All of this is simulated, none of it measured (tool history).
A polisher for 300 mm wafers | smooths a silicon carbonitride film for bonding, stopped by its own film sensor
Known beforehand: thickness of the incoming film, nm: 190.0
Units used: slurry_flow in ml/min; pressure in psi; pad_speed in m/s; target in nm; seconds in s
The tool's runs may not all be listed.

{"run": 1, "day": 0.0, "slurry_flow": 245, "pressure": 2.2, "pad_speed": 0.94, "slurry_solids": 1, "target": 162, "seconds": 110.88}
{"run": 2, "day": 0.338, "slurry_flow": 245, "pressure": 2.3, "pad_speed": 0.94, "slurry_solids": 1, "target": 162, "seconds": 104.57}
{"run": 3, "day": 0.45, "slurry_flow": 245, "pressure": 2.3, "pad_speed": 0.78, "slurry_solids": 1, "target": 162, "seconds": 121.92}
{"run": 4, "day": 0.725, "slurry_flow": 245, "pressure": 2.5, "pad_speed": 0.78, "slurry_solids": 1, "target": 162, "seconds": 114.55}
{"run": 5, "day": 0.971, "slurry_flow": 245, "pressure": 2.5, "pad_speed": 0.78, "slurry_solids": 1, "target": 162, "seconds": 114.67}
{"run": 6, "day": 1.046, "slurry_flow": 245, "pressure": 2.6, "pad_speed": 0.8, "slurry_solids": 1, "target": 162, "seconds": 105.51}
{"run": 7, "day": 1.275, "slurry_flow": 245, "pressure": 2.7, "pad_speed": 0.8, "slurry_solids": 1, "target": 162, "seconds": 102.09}
{"run": 8, "day": 1.546, "slurry_flow": 245, "pressure": 2.8, "pad_speed": 0.8, "slurry_solids": 1, "target": 162, "seconds": 99.949}
{"run": 9, "day": 1.871, "slurry_flow": 245, "pressure": 2.9, "pad_speed": 0.82, "slurry_solids": 1, "target": 162, "seconds": 94.671}
{"run": 10, "day": 1.988, "slurry_flow": 245, "pressure": 3, "pad_speed": 0.84, "slurry_solids": 1, "target": 162, "seconds": 90.241}
{"run": 11, "day": 2.029, "slurry_flow": 245, "pressure": 3.1, "pad_speed": 0.86, "slurry_solids": 1, "target": 162, "seconds": 83.363}
{"run": 12, "day": 2.25, "slurry_flow": 245, "pressure": 3.2, "pad_speed": 0.86, "slurry_solids": 1, "target": 162, "seconds": 83.413}
{"run": 13, "day": 2.458, "slurry_flow": 245, "pressure": 3.2, "pad_speed": 0.88, "slurry_solids": 1, "target": 162, "seconds": 81.34}

Run 14 comes next. What will it give?
{"run": 14, "day": 2.829, "slurry_flow": 245, "pressure": 3.2, "pad_speed": 0.9, "slurry_solids": 1, "target": 162, "seconds": "?"}

Logged for run 14: seconds 79.404 s.

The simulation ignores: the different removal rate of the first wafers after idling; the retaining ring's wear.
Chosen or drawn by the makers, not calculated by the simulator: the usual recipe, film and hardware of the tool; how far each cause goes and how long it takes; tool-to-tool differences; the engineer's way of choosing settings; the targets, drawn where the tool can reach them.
